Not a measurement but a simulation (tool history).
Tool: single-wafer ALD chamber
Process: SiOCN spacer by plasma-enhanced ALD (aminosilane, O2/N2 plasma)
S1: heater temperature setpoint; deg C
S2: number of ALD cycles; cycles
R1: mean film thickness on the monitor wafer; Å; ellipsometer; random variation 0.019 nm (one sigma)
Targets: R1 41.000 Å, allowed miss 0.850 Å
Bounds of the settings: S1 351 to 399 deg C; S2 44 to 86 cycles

{"run": 1, "hour": 0.0, "S1": 375, "S2": 65, "R1": 37.785}
{"run": 2, "hour": 7.0, "S1": 371, "S2": 65, "R1": 37.431}
{"run": 3, "hour": 11.2, "S1": 371, "S2": 61, "R1": 35.139}
{"run": 4, "hour": 18.9, "S1": 371, "S2": 62, "R1": 35.828}
{"run": 5, "hour": 24.1, "S1": 371, "S2": 63, "R1": 36.212}
{"run": 6, "hour": 31.8, "S1": 377, "S2": 63, "R1": 36.378}
{"run": 7, "hour": 37.3, "S1": 377, "S2": 64, "R1": 36.854}
{"run": 8, "hour": 39.1, "S1": 377, "S2": 65, "R1": 37.565}
{"hour": 45.8, "done": "thermocouple changed; heater temperature recalibrated"}
{"run": 9, "hour": 45.8, "S1": 377, "S2": 66, "R1": 38.197}
{"run": 10, "hour": 47.2, "S1": 377, "S2": 67, "R1": 38.804}
{"run": 11, "hour": 56.1, "S1": 377, "S2": 69, "R1": 39.863}

Which of these 5 next moves meets every target?
{"run": "A", "hour": 65.0, "S1": 365, "S2": 68, "R1": "?"}
{"run": "B", "hour": 65.0, "S1": 377, "S2": 67, "R1": "?"}
{"run": "C", "hour": 65.0, "S1": 384, "S2": 66, "R1": "?"}
{"run": "D", "hour": 65.0, "S1": 360, "S2": 66, "R1": "?"}
{"run": "E", "hour": 65.0, "S1": 366, "S2": 71, "R1": "?"}

move=A R1=39.190
move=B R1=38.613
move=C R1=38.037
move=D R1=38.037
move=E R1=40.919
A: further off than the last run
B: further off than the last run
C: further off than the last run
D: further off than the last run
E: meets every target
Answer: E
